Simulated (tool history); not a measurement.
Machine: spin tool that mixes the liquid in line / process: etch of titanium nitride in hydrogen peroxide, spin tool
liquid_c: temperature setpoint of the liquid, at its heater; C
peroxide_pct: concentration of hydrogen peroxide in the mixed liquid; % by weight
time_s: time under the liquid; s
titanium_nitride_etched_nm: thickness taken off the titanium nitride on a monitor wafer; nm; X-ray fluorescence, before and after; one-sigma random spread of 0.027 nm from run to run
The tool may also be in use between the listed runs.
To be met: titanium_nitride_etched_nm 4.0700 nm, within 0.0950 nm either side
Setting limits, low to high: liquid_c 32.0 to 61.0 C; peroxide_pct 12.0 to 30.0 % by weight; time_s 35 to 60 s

Run 1, day 0.000: liquid_c 45.0 C, peroxide_pct 22.0 % by weight, time_s 60 s. Result: titanium_nitride_etched_nm 2.5330 nm.
Run 2, day 0.058: liquid_c 46.0 C, peroxide_pct 22.0 % by weight, time_s 60 s. Result: titanium_nitride_etched_nm 2.7437 nm.
Run 3, day 0.392: liquid_c 46.0 C, peroxide_pct 19.5 % by weight, time_s 60 s. Result: titanium_nitride_etched_nm 2.6756 nm.
Run 4, day 0.688: liquid_c 47.0 C, peroxide_pct 19.5 % by weight, time_s 60 s. Result: titanium_nitride_etched_nm 2.8924 nm.
Run 5, day 0.788: liquid_c 42.0 C, peroxide_pct 19.5 % by weight, time_s 60 s. Result: titanium_nitride_etched_nm 1.9908 nm.
Run 6, day 0.908: liquid_c 42.0 C, peroxide_pct 22.0 % by weight, time_s 60 s. Result: titanium_nitride_etched_nm 2.0571 nm.
Run 7, day 0.979: liquid_c 43.5 C, peroxide_pct 22.0 % by weight, time_s 60 s. Result: titanium_nitride_etched_nm 2.2675 nm.
Run 8, day 1.088: liquid_c 44.5 C, peroxide_pct 22.0 % by weight, time_s 60 s. Result: titanium_nitride_etched_nm 2.4735 nm.
Run 9, day 1.404: liquid_c 45.5 C, peroxide_pct 22.0 % by weight, time_s 60 s. Result: titanium_nitride_etched_nm 2.6225 nm.
Run 10, day 1.654: liquid_c 45.5 C, peroxide_pct 22.0 % by weight, time_s 60 s. Result: titanium_nitride_etched_nm 2.6666 nm.
Run 11, day 1.821: liquid_c 46.5 C, peroxide_pct 22.0 % by weight, time_s 60 s. Result: titanium_nitride_etched_nm 2.8448 nm.
Run 12, day 2.075: liquid_c 52.5 C, peroxide_pct 22.0 % by weight, time_s 60 s. Result: titanium_nitride_etched_nm 4.4093 nm.
Run 13, day 2.429: liquid_c 52.0 C, peroxide_pct 22.0 % by weight, time_s 60 s. Result: titanium_nitride_etched_nm 4.1821 nm.

Which of these 4 next moves meets every target?
Run A, day 2.783: liquid_c 59.0 C, peroxide_pct 23.0 % by weight, time_s 35 s. Result: titanium_nitride_etched_nm ?.
Run B, day 2.783: liquid_c 52.5 C, peroxide_pct 18.5 % by weight, time_s 60 s. Result: titanium_nitride_etched_nm ?.
Run C, day 2.783: liquid_c 52.0 C, peroxide_pct 22.5 % by weight, time_s 60 s. Result: titanium_nitride_etched_nm ?.
Run D, day 2.783: liquid_c 52.0 C, peroxide_pct 24.0 % by weight, time_s 60 s. Result: titanium_nitride_etched_nm ?.

move  titanium_nitride_etched_nm
   A                      4.0817
   B                      4.2439
   C                      4.2711
   D                      4.3312
A: every result within its allowed miss
B: moves away from the targets compared with the last run
C: moves away from the targets compared with the last run
D: moves away from the targets compared with the last run
So the answer is move A, the one that meets all the targets.

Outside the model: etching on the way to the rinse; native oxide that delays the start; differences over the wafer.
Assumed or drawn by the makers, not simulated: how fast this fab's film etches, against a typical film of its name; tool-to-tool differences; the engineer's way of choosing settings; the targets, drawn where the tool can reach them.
